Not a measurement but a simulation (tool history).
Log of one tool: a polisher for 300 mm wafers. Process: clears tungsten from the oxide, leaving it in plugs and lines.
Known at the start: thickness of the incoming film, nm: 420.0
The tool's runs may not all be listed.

run	day	flow of slurry (ml/min)	pressure of the wafer on the pad (psi)	speed of the pad under the wafer (cm/s)	abrasive content of the slurry	overpolish time after the end point (s)	time until the end point was called (s)
1	0.000	275	4.1	108	1.0	34	94.107
2	0.046	275	4.1	86	1.0	34	112.710
3	0.312	275	3.6	80	1.0	34	138.590
4	0.567	275	3.2	78	1.0	34	158.400
5	0.833	275	3.2	78	1.0	34	154.930
6	1.021	275	2.9	76	1.0	34	179.640
7	1.338	275	2.7	76	1.0	34	199.020
8	1.642	275	2.6	76	1.0	34	202.580
9	1.850	275	2.0	74	1.0	34	265.770

Run 10 comes next. What will it give?
10	1.979	275	2.4	76	1.0	34	?

time until the end point was called (s): 214.680
